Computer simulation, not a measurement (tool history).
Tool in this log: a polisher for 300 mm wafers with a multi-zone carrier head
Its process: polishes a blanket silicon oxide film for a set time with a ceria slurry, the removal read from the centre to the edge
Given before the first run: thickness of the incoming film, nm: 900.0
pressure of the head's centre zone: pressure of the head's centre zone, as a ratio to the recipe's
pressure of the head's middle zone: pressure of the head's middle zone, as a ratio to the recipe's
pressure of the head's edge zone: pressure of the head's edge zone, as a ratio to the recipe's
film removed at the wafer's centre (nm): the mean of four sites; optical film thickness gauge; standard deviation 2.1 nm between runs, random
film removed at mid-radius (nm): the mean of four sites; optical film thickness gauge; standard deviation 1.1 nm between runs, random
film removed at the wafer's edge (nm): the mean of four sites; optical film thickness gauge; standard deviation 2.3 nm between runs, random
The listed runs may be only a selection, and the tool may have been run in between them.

run,hour,flow of slurry (ml/min),pressure of the head's centre zone,pressure of the head's middle zone,pressure of the head's edge zone,polishing time (s),film removed at the wafer's centre (nm),film removed at mid-radius (nm),film removed at the wafer's edge (nm)
1,0,225,1,1,1,40,195,192.47,198.63
2,5.3,225,1,1,1.08,40,191.99,192.11,201.56
3,9.6,215,0.98,0.98,1.09,41,190.03,192.99,211.68
4,10.7,215,0.95,0.98,1.09,41,190.72,191.33,213.15
5,15.9,215,0.95,0.98,1.05,41,190.29,192.35,206.06
6,24.1,210,0.94,0.97,1.06,41,181.61,190.26,206.17
7,29.4,205,0.94,0.95,1.07,41,187.65,184.83,208.46
8,33.8,200,0.93,0.94,1.08,41,187.33,181.7,206.66

Run 9 is up next; what results do you expect?
9,39.4,200,0.92,0.93,1.09,41,?,?,?

film removed at the wafer's centre (nm): 179.85
film removed at mid-radius (nm): 182.84
film removed at the wafer's edge (nm): 213.4

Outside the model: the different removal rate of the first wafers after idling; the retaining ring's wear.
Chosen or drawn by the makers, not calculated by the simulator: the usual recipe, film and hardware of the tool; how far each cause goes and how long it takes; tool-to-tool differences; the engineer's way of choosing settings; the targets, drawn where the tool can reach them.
